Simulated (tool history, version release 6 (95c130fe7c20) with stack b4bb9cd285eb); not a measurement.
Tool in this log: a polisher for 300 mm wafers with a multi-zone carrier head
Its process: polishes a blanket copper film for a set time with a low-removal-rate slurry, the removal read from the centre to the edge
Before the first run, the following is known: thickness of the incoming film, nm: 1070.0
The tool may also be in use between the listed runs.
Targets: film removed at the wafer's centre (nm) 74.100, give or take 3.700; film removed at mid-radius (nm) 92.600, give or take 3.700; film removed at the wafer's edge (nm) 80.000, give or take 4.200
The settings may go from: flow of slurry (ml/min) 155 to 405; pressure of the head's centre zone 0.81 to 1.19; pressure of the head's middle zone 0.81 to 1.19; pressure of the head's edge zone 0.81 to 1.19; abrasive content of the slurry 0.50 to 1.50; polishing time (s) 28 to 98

| run | hour | flow of slurry (ml/min) | pressure of the head's centre zone | pressure of the head's middle zone | pressure of the head's edge zone | abrasive content of the slurry | polishing time (s) | film removed at the wafer's centre (nm) | film removed at mid-radius (nm) | film removed at the wafer's edge (nm) |
|---|---|---|---|---|---|---|---|---|---|---|
| 1 | 0.0 | 260 | 1.00 | 1.00 | 1.00 | 1.00 | 63 | 157.790 | 157.270 | 152.790 |
| 2 | 8.5 | 255 | 0.95 | 1.02 | 0.97 | 0.85 | 53 | 120.830 | 128.730 | 123.270 |
| 3 | 14.8 | 255 | 0.92 | 1.05 | 0.93 | 0.75 | 47 | 99.136 | 114.050 | 104.140 |
| 4 | 19.9 | 255 | 0.92 | 1.05 | 0.93 | 0.90 | 47 | 107.210 | 116.850 | 111.580 |
| 5 | 28.1 | 305 | 0.92 | 1.05 | 0.93 | 0.90 | 47 | 106.280 | 120.890 | 112.410 |
| 6 | 28.6 | 305 | 0.92 | 1.05 | 0.93 | 0.90 | 39 | 91.548 | 100.030 | 92.470 |
| 7 | 36.0 | 310 | 0.91 | 1.06 | 0.93 | 0.80 | 38 | 84.891 | 96.614 | 86.590 |
| 8 | 43.3 | 310 | 0.89 | 1.06 | 0.93 | 0.75 | 38 | 81.651 | 96.397 | 87.014 |
| 9 | 49.8 | 310 | 0.89 | 1.07 | 0.93 | 0.70 | 38 | 78.154 | 93.457 | 82.627 |

Which of these 5 next moves meets every target?
| A | 56.3 | 235 | 0.88 | 0.98 | 0.92 | 0.95 | 34 | ? | ? | ? |
| B | 56.3 | 395 | 0.93 | 1.11 | 0.94 | 0.80 | 35 | ? | ? | ? |
| C | 56.3 | 380 | 0.82 | 1.12 | 0.91 | 0.60 | 34 | ? | ? | ? |
| D | 56.3 | 360 | 0.87 | 1.12 | 0.95 | 0.80 | 34 | ? | ? | ? |
| E | 56.3 | 295 | 0.96 | 1.05 | 0.93 | 0.70 | 38 | ? | ? | ? |

| move | film removed at the wafer's centre (nm) | film removed at mid-radius (nm) | film removed at the wafer's edge (nm) |
|---|---|---|---|
| A | 72.395 | 80.221 | 78.137 |
| B | 80.282 | 92.904 | 80.919 |
| C | 63.904 | 84.685 | 72.292 |
| D | 72.328 | 90.302 | 78.467 |
| E | 84.660 | 90.750 | 83.127 |
A: the worst result of the last run now meets its target, but another is out of spec
B: lands further from the targets than the last run did
C: takes the biggest miss from the last run beyond its target
D: in spec on every target
E: lands further from the targets than the last run did
D is the move that brings every result within its allowed miss.

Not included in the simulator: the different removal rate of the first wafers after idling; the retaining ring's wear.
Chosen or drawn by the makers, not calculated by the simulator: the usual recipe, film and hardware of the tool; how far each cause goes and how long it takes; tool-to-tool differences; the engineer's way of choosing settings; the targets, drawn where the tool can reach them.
